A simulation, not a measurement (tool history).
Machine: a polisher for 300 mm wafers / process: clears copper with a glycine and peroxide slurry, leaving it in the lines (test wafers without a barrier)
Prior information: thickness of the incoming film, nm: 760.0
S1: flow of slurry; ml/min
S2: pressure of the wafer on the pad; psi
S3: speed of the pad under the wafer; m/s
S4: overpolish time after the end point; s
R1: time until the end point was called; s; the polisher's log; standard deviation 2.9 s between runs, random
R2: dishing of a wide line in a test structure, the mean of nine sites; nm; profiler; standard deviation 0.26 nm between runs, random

run,day,S1,S2,S3,S4,R1,R2
1,0,250,2,1.28,15,148.78,39.313
2,0.271,250,2,1.06,15,164.3,36.227
3,0.55,250,1.8,1.06,15,183,34.895
4,0.767,250,1.8,0.92,15,202.08,31.98
5,0.921,200,1.8,0.92,15,213.07,30.979
6,1.267,160,1.8,0.92,15,220.44,30.378

Run 7 has not been measured yet. What should we expect?
7,1.496,180,1.9,0.9,13,?,?

Run 7 gave R1 218.37 s, R2 27.819 nm.

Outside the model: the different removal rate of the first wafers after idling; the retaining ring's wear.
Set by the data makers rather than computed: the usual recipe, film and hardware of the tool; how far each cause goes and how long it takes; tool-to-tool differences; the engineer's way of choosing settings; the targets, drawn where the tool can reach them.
